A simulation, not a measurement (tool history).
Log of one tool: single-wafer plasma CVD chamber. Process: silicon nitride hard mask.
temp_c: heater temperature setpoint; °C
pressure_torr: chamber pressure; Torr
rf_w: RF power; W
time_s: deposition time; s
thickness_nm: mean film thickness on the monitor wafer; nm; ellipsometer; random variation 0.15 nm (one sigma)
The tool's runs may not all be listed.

run    day  temp_c  pressure_torr  rf_w  time_s  thickness_nm
  1  0.000     395           1.68   310    25.3        29.962
  2  0.208     395           1.61   305    25.3        29.748
  3  0.304     395           1.51   305    25.3        28.973
  4  0.542     395           1.77   305    25.3        30.293
  5  0.571     395           1.77   305    24.0        28.860
  6  0.617     395           1.48   305    24.0        27.301
  7  0.642     395           1.44   305    24.0        27.280

Forecast run 8:
  8  0.925     395           1.40   305    24.0             ?

{"run 8": {"thickness_nm": 26.918}}
